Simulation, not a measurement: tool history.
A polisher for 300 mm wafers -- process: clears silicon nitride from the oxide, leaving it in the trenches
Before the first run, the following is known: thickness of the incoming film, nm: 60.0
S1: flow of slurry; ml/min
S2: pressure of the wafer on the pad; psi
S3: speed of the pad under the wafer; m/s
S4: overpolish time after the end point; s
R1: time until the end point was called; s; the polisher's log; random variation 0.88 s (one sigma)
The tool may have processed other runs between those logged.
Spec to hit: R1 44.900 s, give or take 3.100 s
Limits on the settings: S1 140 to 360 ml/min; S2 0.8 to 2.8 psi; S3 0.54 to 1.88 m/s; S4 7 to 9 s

run  hour   S1   S2    S3  S4      R1
  1   0.0  230  1.8  1.20   9  72.320
  2   5.7  265  1.8  1.20   9  70.167
  3   8.8  265  1.8  1.20   7  74.039
  4  13.8  265  1.8  1.38   7  65.916
  5  15.7  265  1.8  1.18   7  73.569
  6  20.6  265  1.8  1.18   7  72.233
  7  26.4  265  1.9  1.20   7  66.796
  8  27.0  265  2.0  1.22   7  64.681
  9  34.7  265  2.1  1.24   7  60.262
 10  41.5  265  2.2  1.26   7  55.637
 11  49.7  265  2.3  1.28   7  54.726

Exercise: of the 4 proposed moves below, exactly one satisfies all targets within the stated allowed misses. Which move is it?
  A  57.9  260  2.3  1.08   8   ?
  B  57.9  190  2.1  1.30   7   ?
  C  57.9  275  1.5  1.50   7   ?
  D  57.9  345  2.3  1.52   8   ?

move      R1
   A  61.237
   B  58.565
   C  68.454
   D  45.069
A: misses by more than the last run did
B: misses by more than the last run did
C: misses by more than the last run did
D: in spec on every target
Answer: D
